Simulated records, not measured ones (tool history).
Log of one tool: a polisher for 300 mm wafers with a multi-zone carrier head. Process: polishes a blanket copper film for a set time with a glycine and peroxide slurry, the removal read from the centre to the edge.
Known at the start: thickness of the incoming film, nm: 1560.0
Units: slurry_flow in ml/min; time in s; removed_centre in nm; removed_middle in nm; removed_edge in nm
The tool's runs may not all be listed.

run	hour	slurry_flow	centre_zone	middle_zone	edge_zone	time	removed_centre	removed_middle	removed_edge
1	0.0	155	1.00	1.00	1.00	75	298.27	297.01	298.00
2	2.0	155	1.00	1.00	1.00	86	344.54	340.41	344.50
3	8.2	155	1.00	1.04	1.00	86	341.67	356.31	342.02
4	12.8	155	1.00	1.08	1.00	86	342.35	363.50	338.04
5	21.6	155	1.07	1.08	1.00	86	351.78	370.39	341.73
6	23.8	155	1.07	1.08	1.03	86	353.70	361.03	340.23
7	27.3	145	1.02	1.08	1.04	75	293.47	313.63	302.70
8	34.6	140	0.99	1.07	1.01	66	252.87	274.90	257.26
9	38.0	130	0.96	1.06	1.00	61	231.00	248.43	235.69
10	39.3	125	0.93	1.06	1.00	57	208.85	230.90	220.53
11	42.2	120	0.91	1.05	0.99	55	195.11	221.52	213.81
12	43.0	115	0.89	1.04	0.96	54	189.46	210.52	204.22

Forecast run 13:
13	44.5	110	0.87	1.04	0.94	53	?	?	?

{"run 13": {"removed_centre": 177.92, "removed_middle": 203.13, "removed_edge": 197.34}}

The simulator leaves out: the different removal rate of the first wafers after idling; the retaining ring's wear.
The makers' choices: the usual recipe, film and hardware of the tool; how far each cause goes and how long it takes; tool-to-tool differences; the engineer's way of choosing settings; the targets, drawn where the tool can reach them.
